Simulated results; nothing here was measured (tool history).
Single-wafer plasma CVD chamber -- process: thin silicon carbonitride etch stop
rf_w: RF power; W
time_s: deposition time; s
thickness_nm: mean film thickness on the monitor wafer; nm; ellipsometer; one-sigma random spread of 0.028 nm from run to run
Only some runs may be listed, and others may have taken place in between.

run,hour,rf_w,time_s,thickness_nm
1,0,185,20.9,10.907
2,8.5,180,20.5,10.658
3,12.8,175,20.1,10.341
4,18.2,170,19.8,10.189
5,18.8,155,19.8,9.9663
6,24,170,19.8,10.184
7,25.8,165,19.5,9.8933

What will run 8 give?
8,27.5,160,19.3,?

{"run 8": {"thickness_nm": 9.7893}}
